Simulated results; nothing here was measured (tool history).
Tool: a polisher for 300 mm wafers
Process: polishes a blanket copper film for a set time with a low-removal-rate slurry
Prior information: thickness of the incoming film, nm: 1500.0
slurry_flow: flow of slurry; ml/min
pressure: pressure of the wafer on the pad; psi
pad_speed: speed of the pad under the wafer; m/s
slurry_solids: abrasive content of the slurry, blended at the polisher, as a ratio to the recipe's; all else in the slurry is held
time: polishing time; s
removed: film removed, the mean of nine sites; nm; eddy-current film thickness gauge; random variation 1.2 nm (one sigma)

Run 1, hour 0.0: slurry_flow 235 ml/min, pressure 3.4 psi, pad_speed 0.98 m/s, slurry_solids 1.0, time 30 s. Result: removed 103.90 nm.
Run 2, hour 8.5: slurry_flow 235 ml/min, pressure 3.6 psi, pad_speed 0.98 m/s, slurry_solids 1.0, time 30 s. Result: removed 107.16 nm.
Run 3, hour 11.0: slurry_flow 235 ml/min, pressure 3.6 psi, pad_speed 0.98 m/s, slurry_solids 1.0, time 30 s. Result: removed 109.82 nm.
Run 4, hour 19.9: slurry_flow 235 ml/min, pressure 3.8 psi, pad_speed 0.98 m/s, slurry_solids 1.0, time 30 s. Result: removed 115.21 nm.
Run 5, hour 22.6: slurry_flow 195 ml/min, pressure 3.8 psi, pad_speed 0.98 m/s, slurry_solids 1.0, time 30 s. Result: removed 109.78 nm.
Run 6, hour 29.9: slurry_flow 215 ml/min, pressure 3.9 psi, pad_speed 0.98 m/s, slurry_solids 1.0, time 30 s. Result: removed 116.29 nm.
Run 7, hour 33.3: slurry_flow 230 ml/min, pressure 4.0 psi, pad_speed 0.98 m/s, slurry_solids 1.0, time 30 s. Result: removed 120.97 nm.
Run 8, hour 36.6: slurry_flow 245 ml/min, pressure 4.1 psi, pad_speed 0.98 m/s, slurry_solids 1.0, time 30 s. Result: removed 124.60 nm.
Run 9, hour 40.8: slurry_flow 255 ml/min, pressure 4.2 psi, pad_speed 0.98 m/s, slurry_solids 1.0, time 30 s. Result: removed 128.43 nm.
Run 10, hour 48.0: slurry_flow 260 ml/min, pressure 4.3 psi, pad_speed 0.98 m/s, slurry_solids 1.0, time 30 s. Result: removed 130.97 nm.

Expected results for the next run?
Run 11, hour 53.0: slurry_flow 260 ml/min, pressure 4.4 psi, pad_speed 0.98 m/s, slurry_solids 1.0, time 30 s. Result: removed ?.

Run 11 gave removed 134.55 nm.
